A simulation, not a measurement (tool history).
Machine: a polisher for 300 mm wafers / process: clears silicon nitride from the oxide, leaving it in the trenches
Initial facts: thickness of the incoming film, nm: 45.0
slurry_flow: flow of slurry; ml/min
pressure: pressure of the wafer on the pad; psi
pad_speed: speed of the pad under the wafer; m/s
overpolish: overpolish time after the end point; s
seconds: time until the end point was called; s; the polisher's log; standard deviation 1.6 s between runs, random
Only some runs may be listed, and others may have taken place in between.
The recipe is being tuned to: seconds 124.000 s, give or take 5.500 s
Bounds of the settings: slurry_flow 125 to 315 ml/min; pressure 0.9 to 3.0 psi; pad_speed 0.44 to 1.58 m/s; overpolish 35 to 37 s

run  hour  slurry_flow  pressure  pad_speed  overpolish  seconds
  1   0.0          205       1.9       1.00          35   82.525
  2   8.2          205       1.6       1.00          35   98.355
  3  13.5          205       1.8       1.00          35   86.657
  4  20.5          205       2.0       1.00          35   78.942
  5  29.1          205       1.7       1.00          35   92.900
  6  30.3          205       1.7       1.00          37   91.653
  7  31.1          205       1.5       1.00          37  103.880
  8  37.1          205       1.4       1.00          37  112.040

Which of these 5 next moves meets every target?
  A  43.1          215       1.1       1.04          35        ?
  B  43.1          185       1.4       0.84          35        ?
  C  43.1          210       1.3       0.96          35        ?
  D  43.1          175       1.4       0.84          37        ?
  E  43.1          190       1.0       1.42          37        ?

move  seconds
   A  135.480
   B  135.260
   C  125.270
   D  136.500
   E  111.400
A: takes the result that was furthest off past its target
B: takes the result that was furthest off past its target
C: all results in spec
D: takes the result that was furthest off past its target
E: moves away from the targets compared with the last run
So the answer is move C, the one that meets all the targets.
